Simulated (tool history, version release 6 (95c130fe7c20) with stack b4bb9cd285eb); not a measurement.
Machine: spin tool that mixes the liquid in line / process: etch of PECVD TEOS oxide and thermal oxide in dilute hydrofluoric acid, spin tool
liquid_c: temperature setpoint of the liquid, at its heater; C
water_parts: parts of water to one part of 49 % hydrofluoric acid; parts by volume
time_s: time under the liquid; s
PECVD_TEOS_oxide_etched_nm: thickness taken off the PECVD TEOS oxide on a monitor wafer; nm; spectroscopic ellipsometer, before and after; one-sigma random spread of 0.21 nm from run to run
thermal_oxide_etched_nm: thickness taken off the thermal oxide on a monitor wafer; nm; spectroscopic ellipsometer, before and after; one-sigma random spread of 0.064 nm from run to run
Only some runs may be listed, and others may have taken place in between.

run	hour	liquid_c	water_parts	time_s	PECVD_TEOS_oxide_etched_nm	thermal_oxide_etched_nm
1	0	23	70	180	25.857	11.456
2	7.9	22.5	70	180	25.333	11.272
3	15.3	22.5	70	140	19.518	8.7629
4	16.6	22.5	70	105	14.395	6.5764
5	24.3	24.5	70	105	16.228	7.1664
6	28.1	26	70	105	17.186	7.6051
7	31.8	27	70	105	17.741	7.894
8	33.3	28	70	105	18.227	8.1735
9	42.1	28.5	70	105	18.821	8.3451

Run 10 comes next. What will it give?
10	50.5	29	70	105	?	?

{"run 10": {"PECVD_TEOS_oxide_etched_nm": 18.959, "thermal_oxide_etched_nm": 8.4937}}

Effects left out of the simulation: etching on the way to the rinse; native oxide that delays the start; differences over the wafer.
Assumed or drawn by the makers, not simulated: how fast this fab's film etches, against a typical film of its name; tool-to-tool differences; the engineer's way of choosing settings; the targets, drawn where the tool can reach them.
